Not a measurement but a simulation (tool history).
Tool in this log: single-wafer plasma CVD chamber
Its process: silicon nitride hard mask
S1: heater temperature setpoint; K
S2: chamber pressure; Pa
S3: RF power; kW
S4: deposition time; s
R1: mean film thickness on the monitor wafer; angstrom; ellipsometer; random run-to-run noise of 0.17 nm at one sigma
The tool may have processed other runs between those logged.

{"run": 1, "hour": 0.0, "S1": 678.15, "S2": 169, "S3": 0.29, "S4": 64.5, "R1": 697.91}
{"run": 2, "hour": 7.5, "S1": 678.15, "S2": 169, "S3": 0.32, "S4": 64.5, "R1": 742.75}
{"run": 3, "hour": 16.4, "S1": 678.15, "S2": 195, "S3": 0.32, "S4": 64.5, "R1": 764.81}
{"run": 4, "hour": 17.5, "S1": 678.15, "S2": 187, "S3": 0.31, "S4": 64.5, "R1": 745.9}
{"run": 5, "hour": 23.4, "S1": 678.15, "S2": 187, "S3": 0.31, "S4": 66.6, "R1": 772.01}
{"run": 6, "hour": 26.3, "S1": 678.15, "S2": 161, "S3": 0.31, "S4": 66.6, "R1": 742.88}
{"run": 7, "hour": 29.7, "S1": 678.15, "S2": 156, "S3": 0.3, "S4": 66.5, "R1": 719.6}
{"run": 8, "hour": 36.2, "S1": 678.15, "S2": 151, "S3": 0.29, "S4": 66.4, "R1": 693.46}
{"run": 9, "hour": 41.6, "S1": 678.15, "S2": 145, "S3": 0.285, "S4": 66.3, "R1": 683.13}
{"run": 10, "hour": 48.7, "S1": 678.15, "S2": 141, "S3": 0.28, "S4": 66.2, "R1": 669.92}

For run 11, what comes out?
{"run": 11, "hour": 54.1, "S1": 678.15, "S2": 108, "S3": 0.235, "S4": 65.8, "R1": "?"}

R1: 556.06 angstrom
